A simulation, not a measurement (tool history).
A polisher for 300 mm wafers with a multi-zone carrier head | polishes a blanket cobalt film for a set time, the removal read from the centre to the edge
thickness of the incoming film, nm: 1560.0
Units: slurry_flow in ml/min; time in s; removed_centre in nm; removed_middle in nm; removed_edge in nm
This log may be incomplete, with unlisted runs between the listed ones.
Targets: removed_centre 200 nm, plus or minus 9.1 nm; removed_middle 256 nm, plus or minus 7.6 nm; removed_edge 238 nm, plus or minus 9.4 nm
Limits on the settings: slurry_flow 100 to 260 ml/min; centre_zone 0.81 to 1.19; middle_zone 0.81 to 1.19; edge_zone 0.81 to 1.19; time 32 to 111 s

run	hour	slurry_flow	centre_zone	middle_zone	edge_zone	time	removed_centre	removed_middle	removed_edge
1	0	165	1	1	1	71	167.39	165.28	161.54
2	4.1	165	1	1	1.06	71	165.52	165.3	163.86
3	6.1	175	0.96	1.03	1.09	78	176.69	189.76	188.45
4	14.1	175	0.96	1.03	1.09	95	214.43	229.25	231.38
5	21.2	195	0.96	1.03	1.09	95	226.12	233.84	225.96
6	28.1	190	0.93	1.06	1.09	95	217.91	235.18	231.73
7	30.6	190	0.89	1.1	1.08	95	204.86	244.38	226
8	32.8	190	0.88	1.11	1.1	95	207.56	247.53	230.47
9	33.5	185	0.87	1.12	1.11	95	205.39	246.43	233.15

Next run, 5 choices. One meets every target within its allowed miss, the rest don't. Which?
A	34.2	180	0.9	1.19	1.01	93	?	?	?
B	34.2	150	0.81	1.07	1.18	96	?	?	?
C	34.2	260	0.96	1.16	1.04	90	?	?	?
D	34.2	260	0.95	1.16	1.19	91	?	?	?
E	34.2	180	0.81	1.04	0.96	104	?	?	?

move	removed_centre	removed_middle	removed_edge
A	204.48	251.8	214.01
B	182.55	230.22	232.45
C	223.55	251.26	218.31
D	223.69	254.02	235.65
E	205.65	252.53	234.29
A: corrects the largest miss of the last run, while another result sits out of spec
B: further off than the last run
C: corrects the largest miss of the last run, while another result sits out of spec
D: corrects the largest miss of the last run, while another result sits out of spec
E: all results in spec
E meets every target.
